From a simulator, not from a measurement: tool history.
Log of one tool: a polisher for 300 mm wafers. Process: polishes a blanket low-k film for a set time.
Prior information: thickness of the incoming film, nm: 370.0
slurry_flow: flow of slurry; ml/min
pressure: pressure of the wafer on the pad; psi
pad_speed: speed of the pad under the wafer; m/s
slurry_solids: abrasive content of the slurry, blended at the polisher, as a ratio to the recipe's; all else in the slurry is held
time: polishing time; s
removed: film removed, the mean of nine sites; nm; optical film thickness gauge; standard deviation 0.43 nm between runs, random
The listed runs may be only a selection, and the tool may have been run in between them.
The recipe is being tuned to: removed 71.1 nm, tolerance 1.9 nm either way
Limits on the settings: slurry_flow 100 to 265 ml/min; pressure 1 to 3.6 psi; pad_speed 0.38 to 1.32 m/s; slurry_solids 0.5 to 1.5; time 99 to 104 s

Run 1, day 0: slurry_flow 170 ml/min, pressure 2.3 psi, pad_speed 0.84 m/s, slurry_solids 1, time 99 s. Result: removed 50.368 nm.
Run 2, day 0.217: slurry_flow 170 ml/min, pressure 2.3 psi, pad_speed 0.84 m/s, slurry_solids 1, time 99 s. Result: removed 50.348 nm.
Run 3, day 0.338: slurry_flow 170 ml/min, pressure 2.3 psi, pad_speed 0.84 m/s, slurry_solids 1, time 104 s. Result: removed 53.04 nm.
Run 4, day 0.646: slurry_flow 180 ml/min, pressure 2.5 psi, pad_speed 0.84 m/s, slurry_solids 1, time 104 s. Result: removed 57.525 nm.
Run 5, day 0.696: slurry_flow 180 ml/min, pressure 2.5 psi, pad_speed 0.84 m/s, slurry_solids 1, time 104 s. Result: removed 58.021 nm.
Run 6, day 0.95: slurry_flow 210 ml/min, pressure 2.5 psi, pad_speed 0.84 m/s, slurry_solids 1, time 104 s. Result: removed 58.948 nm.
Run 7, day 1.246: slurry_flow 210 ml/min, pressure 2.6 psi, pad_speed 0.84 m/s, slurry_solids 1, time 104 s. Result: removed 60.552 nm.
Run 8, day 1.442: slurry_flow 210 ml/min, pressure 2.7 psi, pad_speed 0.84 m/s, slurry_solids 1, time 104 s. Result: removed 63.239 nm.
Run 9, day 1.792: slurry_flow 210 ml/min, pressure 2.8 psi, pad_speed 0.84 m/s, slurry_solids 1, time 104 s. Result: removed 65.982 nm.
Run 10, day 2.142: slurry_flow 210 ml/min, pressure 2.9 psi, pad_speed 0.84 m/s, slurry_solids 1, time 104 s. Result: removed 68.124 nm.

Exercise: of the 4 proposed moves below, exactly one satisfies all targets within the stated allowed misses. Which move is it?
Run A, day 2.492: slurry_flow 215 ml/min, pressure 2.9 psi, pad_speed 0.8 m/s, slurry_solids 1, time 102 s. Result: removed ?.
Run B, day 2.492: slurry_flow 205 ml/min, pressure 3.2 psi, pad_speed 0.7 m/s, slurry_solids 1.05, time 99 s. Result: removed ?.
Run C, day 2.492: slurry_flow 210 ml/min, pressure 2.8 psi, pad_speed 0.84 m/s, slurry_solids 1, time 104 s. Result: removed ?.
Run D, day 2.492: slurry_flow 205 ml/min, pressure 3 psi, pad_speed 0.72 m/s, slurry_solids 1.15, time 104 s. Result: removed ?.

move  removed
   A   65.182
   B   66.567
   C   65.815
   D   70.408
A: misses by more than the last run did
B: misses by more than the last run did
C: misses by more than the last run did
D: each result inside its tolerance
D meets every target.

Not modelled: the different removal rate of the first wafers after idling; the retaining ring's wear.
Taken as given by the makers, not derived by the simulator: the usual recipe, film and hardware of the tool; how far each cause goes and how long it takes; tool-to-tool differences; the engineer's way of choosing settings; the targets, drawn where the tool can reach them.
